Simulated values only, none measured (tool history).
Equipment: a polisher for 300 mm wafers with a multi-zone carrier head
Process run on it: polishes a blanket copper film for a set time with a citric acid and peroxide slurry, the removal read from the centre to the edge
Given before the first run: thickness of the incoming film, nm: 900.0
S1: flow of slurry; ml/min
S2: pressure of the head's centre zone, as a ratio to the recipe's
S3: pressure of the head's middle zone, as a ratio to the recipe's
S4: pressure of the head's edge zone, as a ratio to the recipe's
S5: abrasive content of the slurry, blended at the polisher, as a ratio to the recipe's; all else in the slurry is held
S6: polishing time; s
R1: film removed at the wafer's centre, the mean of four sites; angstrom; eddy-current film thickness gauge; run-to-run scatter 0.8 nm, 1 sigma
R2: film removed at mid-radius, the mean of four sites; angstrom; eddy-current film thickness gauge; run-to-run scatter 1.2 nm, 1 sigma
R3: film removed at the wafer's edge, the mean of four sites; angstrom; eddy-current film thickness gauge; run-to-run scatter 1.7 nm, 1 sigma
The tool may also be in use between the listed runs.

run,hour,S1,S2,S3,S4,S5,S6,R1,R2,R3
1,0,135,1,1,1,1,48,882.35,866.88,868.87
2,8.8,135,1,1,1,1.2,48,920.13,873.99,914.38
3,12,135,1,1,1,1.2,41,776.58,760.27,766.52
4,15.5,135,1,0.93,1,1.2,41,776.31,717.18,776.83
5,24.2,135,1,0.86,1,1.2,41,776.28,662.4,787.38
6,31.8,135,1,0.86,1,1.05,41,765.99,653.29,753.52
7,34.3,140,1.01,0.92,1.04,1.2,46,887.27,792.76,902.75
8,41.4,140,1.01,0.92,1.04,1.2,46,886.12,813.53,866.57
9,48,130,0.99,0.93,1.04,1.3,51,959.45,914.85,990.51
10,56.3,145,0.99,0.93,1.08,1.35,52,1001.5,938.36,1048.9
11,62.6,150,0.99,0.95,1.11,1.4,53,1050.8,988.52,1100.4
12,63.3,160,0.99,0.96,1.13,1.45,54,1075.1,1046.4,1147.3
13,67.1,165,1,0.96,1.15,1.45,54,1092,1018.8,1163.7
14,68.9,170,1,0.98,1.16,1.45,54,1116.7,1031.7,1154.4

What will run 15 give?
15,73.5,170,0.99,0.98,1.16,1.45,55,?,?,?

For run 15 the tool returned R1 1108.9 angstrom, R2 1064 angstrom, R3 1184.7 angstrom.
